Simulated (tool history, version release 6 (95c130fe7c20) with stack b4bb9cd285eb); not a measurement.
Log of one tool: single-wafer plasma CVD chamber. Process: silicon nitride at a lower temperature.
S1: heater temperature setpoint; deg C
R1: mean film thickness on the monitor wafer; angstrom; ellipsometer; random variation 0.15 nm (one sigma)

Run 1, day 0.000: S1 350 deg C, chamber pressure (Pa) 232, RF power (kW) 0.355, deposition time (s) 21.2. Result: R1 294.09 angstrom.
Run 2, day 0.133: S1 350 deg C, chamber pressure (Pa) 244, RF power (kW) 0.365, deposition time (s) 21.2. Result: R1 306.67 angstrom.
Run 3, day 0.417: S1 346 deg C, chamber pressure (Pa) 244, RF power (kW) 0.365, deposition time (s) 21.2. Result: R1 305.42 angstrom.
Run 4, day 0.638: S1 337 deg C, chamber pressure (Pa) 244, RF power (kW) 0.365, deposition time (s) 21.2. Result: R1 307.17 angstrom.
Run 5, day 0.683: S1 337 deg C, chamber pressure (Pa) 244, RF power (kW) 0.320, deposition time (s) 21.2. Result: R1 275.78 angstrom.
Run 6, day 1.042: S1 337 deg C, chamber pressure (Pa) 255, RF power (kW) 0.335, deposition time (s) 21.2. Result: R1 286.74 angstrom.
Run 7, day 1.175: S1 337 deg C, chamber pressure (Pa) 261, RF power (kW) 0.350, deposition time (s) 21.2. Result: R1 299.45 angstrom.

Run 8 comes next. What will it give?
Run 8, day 1.204: S1 337 deg C, chamber pressure (Pa) 268, RF power (kW) 0.360, deposition time (s) 21.2. Result: R1 ?.

R1: 312.90 angstrom

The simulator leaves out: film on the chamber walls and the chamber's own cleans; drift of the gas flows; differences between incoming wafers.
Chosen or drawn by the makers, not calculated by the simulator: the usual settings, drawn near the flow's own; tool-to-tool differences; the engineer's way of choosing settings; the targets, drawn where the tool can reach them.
